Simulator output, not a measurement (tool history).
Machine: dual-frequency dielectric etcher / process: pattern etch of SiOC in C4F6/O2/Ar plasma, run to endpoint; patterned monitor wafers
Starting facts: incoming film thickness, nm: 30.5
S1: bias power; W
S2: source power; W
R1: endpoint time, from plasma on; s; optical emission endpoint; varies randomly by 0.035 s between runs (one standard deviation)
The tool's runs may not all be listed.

run    day   S1   S2      R1
  1      0  560  470  9.3249
  2  0.167  599  480  9.0419
  3  0.517  557  480  9.3781
  4  0.892  557  420  9.7836
  5  1.046  612  430  9.2434
  6  1.117  645  440  9.0041

What does the tool deliver on the next run?
  7  1.304  671  450   ?

{"run 7": {"R1": 8.7608}}
